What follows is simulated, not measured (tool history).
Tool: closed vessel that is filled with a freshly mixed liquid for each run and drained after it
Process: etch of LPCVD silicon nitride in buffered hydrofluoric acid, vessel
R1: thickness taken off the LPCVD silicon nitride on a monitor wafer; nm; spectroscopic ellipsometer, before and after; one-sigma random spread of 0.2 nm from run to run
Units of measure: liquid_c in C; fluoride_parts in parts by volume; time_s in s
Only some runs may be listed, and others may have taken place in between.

Run 1, hour 0.0: liquid_c 23.0 C, fluoride_parts 17.5 parts by volume, time_s 2955 s. Result: R1 20.385 nm.
Run 2, hour 8.1: liquid_c 24.5 C, fluoride_parts 17.5 parts by volume, time_s 2955 s. Result: R1 22.086 nm.
Run 3, hour 17.2: liquid_c 24.5 C, fluoride_parts 17.5 parts by volume, time_s 3160 s. Result: R1 23.439 nm.
Run 4, hour 19.6: liquid_c 21.0 C, fluoride_parts 17.5 parts by volume, time_s 3160 s. Result: R1 19.489 nm.
Run 5, hour 28.0: liquid_c 22.5 C, fluoride_parts 17.5 parts by volume, time_s 3160 s. Result: R1 21.059 nm.
Run 6, hour 32.3: liquid_c 23.5 C, fluoride_parts 17.5 parts by volume, time_s 3160 s. Result: R1 22.478 nm.
Run 7, hour 38.0: liquid_c 24.5 C, fluoride_parts 17.5 parts by volume, time_s 3160 s. Result: R1 23.382 nm.
At hour 42.4: hydrofluoric acid flow meter replaced.
Run 8, hour 42.4: liquid_c 25.5 C, fluoride_parts 17.5 parts by volume, time_s 3160 s. Result: R1 23.353 nm.

What does the tool deliver on the next run?
Run 9, hour 49.0: liquid_c 29.5 C, fluoride_parts 17.0 parts by volume, time_s 3160 s. Result: R1 ?.

R1: 29.890 nm

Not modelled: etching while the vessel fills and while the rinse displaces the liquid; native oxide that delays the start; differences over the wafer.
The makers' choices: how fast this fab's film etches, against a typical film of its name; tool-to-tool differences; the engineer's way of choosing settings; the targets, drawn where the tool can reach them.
